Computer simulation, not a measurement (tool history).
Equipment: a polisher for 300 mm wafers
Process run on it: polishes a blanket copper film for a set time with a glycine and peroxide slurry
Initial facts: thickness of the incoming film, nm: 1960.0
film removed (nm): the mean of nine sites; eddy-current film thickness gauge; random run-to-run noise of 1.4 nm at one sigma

run,hour,flow of slurry (ml/min),pressure of the wafer on the pad (psi),speed of the pad under the wafer (m/s),polishing time (s),film removed (nm)
1,0,230,2.3,1.06,24,99.289
2,0.6,230,2,1.06,24,94.514
3,6.9,230,2.2,1.06,24,99.405
4,15.1,230,2.4,1.06,24,103.95
5,19.7,230,2.4,1.06,22,93.055
6,26.3,230,2.4,1.2,22,105.44
7,28.2,230,2.6,1.2,22,108.46

What will run 8 give?
8,31,230,2.8,1.22,22,?

film removed (nm): 114.56
